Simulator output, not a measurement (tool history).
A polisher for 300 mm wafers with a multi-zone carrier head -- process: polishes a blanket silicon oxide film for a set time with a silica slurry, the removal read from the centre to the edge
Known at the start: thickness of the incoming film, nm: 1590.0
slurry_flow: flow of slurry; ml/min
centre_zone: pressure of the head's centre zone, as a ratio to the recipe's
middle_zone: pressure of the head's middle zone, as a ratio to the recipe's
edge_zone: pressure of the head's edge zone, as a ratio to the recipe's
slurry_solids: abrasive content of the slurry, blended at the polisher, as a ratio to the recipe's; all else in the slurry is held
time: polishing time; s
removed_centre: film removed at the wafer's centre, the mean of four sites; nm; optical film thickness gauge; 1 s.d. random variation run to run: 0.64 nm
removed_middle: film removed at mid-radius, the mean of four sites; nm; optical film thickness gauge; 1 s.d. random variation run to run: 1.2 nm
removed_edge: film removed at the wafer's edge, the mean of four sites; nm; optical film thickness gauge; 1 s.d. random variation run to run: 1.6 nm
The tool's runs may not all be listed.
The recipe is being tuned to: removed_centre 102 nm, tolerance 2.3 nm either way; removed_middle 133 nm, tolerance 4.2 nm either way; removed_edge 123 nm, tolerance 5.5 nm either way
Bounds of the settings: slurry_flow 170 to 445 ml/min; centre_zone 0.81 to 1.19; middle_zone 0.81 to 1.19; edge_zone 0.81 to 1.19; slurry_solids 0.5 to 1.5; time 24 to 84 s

run,hour,slurry_flow,centre_zone,middle_zone,edge_zone,slurry_solids,time,removed_centre,removed_middle,removed_edge
1,0,285,1,1,1,1,54,144.68,148.63,146.43
2,7.6,285,1,1,1,0.8,54,131.06,132.83,131.84
3,8.2,285,1.03,1,1,0.8,54,135.01,135.56,132.21
4,9,285,0.98,1,1,0.8,54,128.56,132.75,137.61
5,10.4,280,0.97,1.02,0.98,0.8,54,127.17,135.35,135.45
6,13.8,280,0.97,0.97,0.98,0.8,54,126.41,130.34,132.84
7,18.9,275,0.96,0.99,0.96,0.8,54,125.38,132.68,130.24
8,22.6,270,0.94,1,0.95,0.8,54,122.28,131.71,128.27
9,30,265,0.93,1.01,0.95,0.8,54,121.59,134.19,128.4
10,38.5,260,0.92,1.02,0.95,0.8,54,119.33,135.73,129.32
11,45.3,255,0.91,1.02,0.95,0.8,54,118.1,133.29,128.43
12,52.3,250,0.9,1.03,0.95,0.8,54,115.99,135.68,127.98

Exercise: of the 5 proposed moves below, exactly one satisfies all targets within the stated allowed misses. Which move is it?
A,59.3,215,0.83,1.19,0.99,0.95,47,?,?,?
B,59.3,245,0.89,1.01,0.91,0.85,52,?,?,?
C,59.3,205,0.84,1.09,0.97,0.65,58,?,?,?
D,59.3,235,0.88,0.95,1.04,0.75,59,?,?,?
E,59.3,195,0.82,1.13,0.89,0.7,55,?,?,?

move,removed_centre,removed_middle,removed_edge
A,99.398,141.91,123.59
B,113.5,131.18,127.44
C,101.76,133.27,124.58
D,118.94,132.16,142.21
E,97.443,134.94,118.71
A: the result that was furthest off in the last run now lies on the other side of its target
B: moves toward the targets from the last run without getting all of them in spec
C: hits every target within its allowed miss
D: further off than the last run
E: the result that was furthest off in the last run now lies on the other side of its target
The right move is C.

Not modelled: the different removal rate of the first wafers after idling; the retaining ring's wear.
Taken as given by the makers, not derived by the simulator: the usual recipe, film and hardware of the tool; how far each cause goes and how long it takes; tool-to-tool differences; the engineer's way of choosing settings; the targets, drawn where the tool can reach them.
